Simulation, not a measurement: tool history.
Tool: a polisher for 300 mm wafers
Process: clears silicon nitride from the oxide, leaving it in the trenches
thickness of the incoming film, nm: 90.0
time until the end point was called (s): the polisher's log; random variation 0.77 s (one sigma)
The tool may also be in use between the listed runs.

run  hour  flow of slurry (ml/min)  pressure of the wafer on the pad (psi)  speed of the pad under the wafer (cm/s)  overpolish time after the end point (s)  time until the end point was called (s)
  1   0.0                      295                                     2.8                                      102                                       10                                   85.900
  2   5.1                      245                                     2.8                                      102                                       10                                   86.454
  3  12.5                      245                                     3.2                                      104                                       10                                   76.270
  4  16.0                      245                                     2.9                                      104                                       10                                   84.415
  5  17.1                      245                                     2.5                                      104                                       10                                   94.471
  6  24.9                      245                                     2.5                                      104                                        8                                   96.164
  7  28.8                      245                                     3.0                                      106                                        8                                   79.377
  8  30.6                      245                                     3.3                                      108                                        8                                   69.941
  9  35.9                      245                                     3.5                                      108                                        8                                   65.329
 10  43.8                      245                                     3.7                                      108                                        8                                   63.218

Forecast run 11:
 11  50.6                      245                                     3.9                                      108                                        8                                        ?

Run 11 gave time until the end point was called (s) 60.220.

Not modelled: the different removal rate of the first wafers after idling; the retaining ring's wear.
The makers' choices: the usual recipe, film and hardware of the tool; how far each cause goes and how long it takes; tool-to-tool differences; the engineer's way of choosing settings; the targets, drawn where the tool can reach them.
